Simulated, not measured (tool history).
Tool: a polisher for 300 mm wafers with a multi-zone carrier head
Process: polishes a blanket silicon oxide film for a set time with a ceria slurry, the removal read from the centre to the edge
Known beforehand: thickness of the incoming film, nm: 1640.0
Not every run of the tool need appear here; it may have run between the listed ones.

run,hour,flow of slurry (ml/min),pressure of the head's centre zone,pressure of the head's middle zone,pressure of the head's edge zone,polishing time (s),film removed at the wafer's centre (Å),film removed at mid-radius (Å),film removed at the wafer's edge (Å)
1,0.0,235,1.00,1.00,1.00,44,1666.0,1698.1,1708.8
2,4.3,235,1.00,1.00,1.04,44,1693.7,1688.0,1751.3
3,11.1,235,0.93,1.00,1.04,44,1554.0,1720.0,1739.8
4,12.7,190,0.93,1.00,1.04,44,1470.7,1631.5,1667.1
5,19.8,190,0.94,1.01,1.01,43,1473.4,1565.8,1627.2
6,20.9,190,0.94,1.04,1.01,43,1486.2,1640.9,1659.8
7,22.4,210,0.94,1.04,0.99,42,1470.5,1631.6,1602.3
8,24.3,215,0.95,1.04,0.97,41,1454.3,1608.7,1549.4
9,27.7,215,0.95,1.04,0.95,41,1457.7,1584.8,1546.0

For run 10, what comes out?
10,33.5,220,0.96,1.05,0.93,40,?,?,?

For run 10 the tool returned film removed at the wafer's centre (Å) 1452.6, film removed at mid-radius (Å) 1587.3, film removed at the wafer's edge (Å) 1451.2.
